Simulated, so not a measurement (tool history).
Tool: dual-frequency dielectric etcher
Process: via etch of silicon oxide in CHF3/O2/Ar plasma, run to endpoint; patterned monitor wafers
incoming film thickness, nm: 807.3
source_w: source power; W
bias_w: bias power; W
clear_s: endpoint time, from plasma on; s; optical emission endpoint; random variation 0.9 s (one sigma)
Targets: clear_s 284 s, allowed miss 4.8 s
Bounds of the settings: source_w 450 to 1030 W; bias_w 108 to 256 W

run	day	source_w	bias_w	clear_s
1	0	740	182	326.09
2	0.058	740	201	318.14
3	0.325	740	184	326.73
4	0.571	640	184	338.42
5	0.804	750	196	316.54
6	1.129	690	196	324.84
7	1.296	780	202	309.9
8	1.571	920	213	291.14

5 next moves are on the table. One of them brings every result within its allowed miss. Which?
A	1.846	900	181	?
B	1.846	850	200	?
C	1.846	870	193	?
D	1.846	870	213	?
E	1.846	980	210	?

move	clear_s
A	308.12
B	305.04
C	305.89
D	297.06
E	286.71
A: further off than the last run
B: further off than the last run
C: further off than the last run
D: further off than the last run
E: meets every target
The right move is E.
